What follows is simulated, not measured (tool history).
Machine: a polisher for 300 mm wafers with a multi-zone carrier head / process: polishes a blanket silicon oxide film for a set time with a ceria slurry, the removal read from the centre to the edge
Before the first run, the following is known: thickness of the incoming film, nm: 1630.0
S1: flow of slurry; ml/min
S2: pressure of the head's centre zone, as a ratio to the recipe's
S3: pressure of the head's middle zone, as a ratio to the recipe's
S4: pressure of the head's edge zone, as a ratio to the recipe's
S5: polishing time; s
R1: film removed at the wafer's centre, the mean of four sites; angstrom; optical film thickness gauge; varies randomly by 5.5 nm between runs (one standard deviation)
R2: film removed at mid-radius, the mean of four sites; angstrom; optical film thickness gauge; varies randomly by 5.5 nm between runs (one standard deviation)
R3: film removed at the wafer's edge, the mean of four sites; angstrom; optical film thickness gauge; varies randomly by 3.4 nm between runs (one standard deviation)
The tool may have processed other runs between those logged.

Run 1, hour 0.0: S1 195 ml/min, S2 1.00, S3 1.00, S4 1.00, S5 41 s. Result: R1 2822.9 angstrom, R2 2962.1 angstrom, R3 2879.7 angstrom.
Run 2, hour 4.1: S1 195 ml/min, S2 1.00, S3 0.93, S4 1.00, S5 41 s. Result: R1 2889.2 angstrom, R2 2755.0 angstrom, R3 2900.4 angstrom.
Run 3, hour 10.6: S1 205 ml/min, S2 1.01, S3 0.96, S4 1.03, S5 44 s. Result: R1 3195.1 angstrom, R2 3071.4 angstrom, R3 3200.8 angstrom.
Run 4, hour 17.6: S1 205 ml/min, S2 1.01, S3 0.96, S4 1.10, S5 44 s. Result: R1 3219.6 angstrom, R2 3160.0 angstrom, R3 3336.3 angstrom.
Run 5, hour 21.5: S1 255 ml/min, S2 1.01, S3 0.96, S4 1.10, S5 44 s. Result: R1 3244.8 angstrom, R2 3152.2 angstrom, R3 3292.8 angstrom.
Run 6, hour 29.1: S1 255 ml/min, S2 1.02, S3 0.98, S4 1.12, S5 46 s. Result: R1 3562.1 angstrom, R2 3338.0 angstrom, R3 3542.2 angstrom.
Run 7, hour 31.0: S1 255 ml/min, S2 1.01, S3 1.02, S4 1.13, S5 48 s. Result: R1 3596.7 angstrom, R2 3670.4 angstrom, R3 3745.4 angstrom.
Run 8, hour 35.7: S1 255 ml/min, S2 1.02, S3 1.04, S4 1.14, S5 49 s. Result: R1 3647.9 angstrom, R2 3772.5 angstrom, R3 3810.7 angstrom.
Run 9, hour 42.2: S1 255 ml/min, S2 1.03, S3 1.05, S4 1.14, S5 50 s. Result: R1 3685.7 angstrom, R2 3960.2 angstrom, R3 3871.8 angstrom.
Run 10, hour 43.3: S1 260 ml/min, S2 1.04, S3 1.05, S4 1.15, S5 51 s. Result: R1 3973.6 angstrom, R2 3962.6 angstrom, R3 3981.6 angstrom.

Predict the results of run 11:
Run 11, hour 46.9: S1 260 ml/min, S2 1.04, S3 1.06, S4 1.15, S5 52 s. Result: R1 ?, R2 ?, R3 ?.

{"run 11": {"R1": 4116.9, "R2": 4079.4, "R3": 4086.3}}
